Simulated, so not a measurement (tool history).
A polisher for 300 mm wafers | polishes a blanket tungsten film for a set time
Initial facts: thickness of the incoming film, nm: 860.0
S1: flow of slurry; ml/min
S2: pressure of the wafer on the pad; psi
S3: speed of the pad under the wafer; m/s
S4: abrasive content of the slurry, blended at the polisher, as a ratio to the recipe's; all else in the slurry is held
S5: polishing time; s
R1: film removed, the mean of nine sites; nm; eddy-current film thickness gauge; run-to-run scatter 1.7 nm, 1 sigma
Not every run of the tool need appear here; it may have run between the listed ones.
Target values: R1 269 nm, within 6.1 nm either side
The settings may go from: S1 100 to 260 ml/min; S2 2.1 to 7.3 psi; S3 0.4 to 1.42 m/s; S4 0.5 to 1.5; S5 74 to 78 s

Run 1, day 0: S1 165 ml/min, S2 4.7 psi, S3 0.9 m/s, S4 1, S5 74 s. Result: R1 361.19 nm.
Run 2, day 0.054: S1 165 ml/min, S2 4.7 psi, S3 0.9 m/s, S4 0.85, S5 74 s. Result: R1 346.13 nm.
Run 3, day 0.129: S1 155 ml/min, S2 4.4 psi, S3 0.9 m/s, S4 0.85, S5 74 s. Result: R1 322.25 nm.
Run 4, day 0.3: S1 150 ml/min, S2 4.2 psi, S3 0.9 m/s, S4 0.85, S5 74 s. Result: R1 305.61 nm.
Run 5, day 0.379: S1 140 ml/min, S2 4.1 psi, S3 0.9 m/s, S4 0.85, S5 74 s. Result: R1 295.12 nm.
Run 6, day 0.504: S1 140 ml/min, S2 4.1 psi, S3 0.9 m/s, S4 0.85, S5 78 s. Result: R1 311.23 nm.
Run 7, day 0.642: S1 115 ml/min, S2 3.4 psi, S3 0.9 m/s, S4 0.85, S5 78 s. Result: R1 247.45 nm.
Run 8, day 0.742: S1 125 ml/min, S2 3.4 psi, S3 0.9 m/s, S4 0.85, S5 78 s. Result: R1 255.1 nm.
Run 9, day 1: S1 130 ml/min, S2 3.4 psi, S3 0.9 m/s, S4 0.85, S5 78 s. Result: R1 258.73 nm.
Run 10, day 1.088: S1 135 ml/min, S2 3.4 psi, S3 0.9 m/s, S4 0.85, S5 78 s. Result: R1 255.36 nm.

Next run, 5 choices. One meets every target within its allowed miss, the rest don't. Which?
Run A, day 1.175: S1 125 ml/min, S2 3.6 psi, S3 0.86 m/s, S4 0.8, S5 78 s. Result: R1 ?.
Run B, day 1.175: S1 130 ml/min, S2 3.4 psi, S3 0.9 m/s, S4 1, S5 76 s. Result: R1 ?.
Run C, day 1.175: S1 115 ml/min, S2 4.4 psi, S3 0.78 m/s, S4 0.65, S5 78 s. Result: R1 ?.
Run D, day 1.175: S1 120 ml/min, S2 3.9 psi, S3 0.82 m/s, S4 0.95, S5 74 s. Result: R1 ?.
Run E, day 1.175: S1 170 ml/min, S2 3.8 psi, S3 0.78 m/s, S4 0.8, S5 78 s. Result: R1 ?.

move      R1
   A  254.38
   B  256.31
   C  267.34
   D  253.63
   E     260
A: lands further from the targets than the last run did
B: better than the last run, though not everything is in spec
C: every result within its allowed miss
D: lands further from the targets than the last run did
E: better than the last run, though not everything is in spec
Correct choice: C, which meets every target
